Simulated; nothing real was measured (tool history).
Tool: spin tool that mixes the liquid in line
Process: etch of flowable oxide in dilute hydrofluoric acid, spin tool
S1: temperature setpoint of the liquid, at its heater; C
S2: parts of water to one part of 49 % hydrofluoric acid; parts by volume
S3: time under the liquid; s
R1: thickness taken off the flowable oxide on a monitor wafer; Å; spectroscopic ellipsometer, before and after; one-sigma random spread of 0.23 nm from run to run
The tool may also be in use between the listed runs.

run	hour	S1	S2	S3	R1
1	0	26	100	65	211.47
2	8.4	27	95	65	233.85
3	11.3	28	90	65	259.03
4	14.3	30.5	90	65	284.8
5	15.8	31	90	65	291.09
6	20.7	31	75	65	351.6

What does the tool deliver on the next run?
7	24.3	31.5	75	65	?

{"run 7": {"R1": 358.04}}
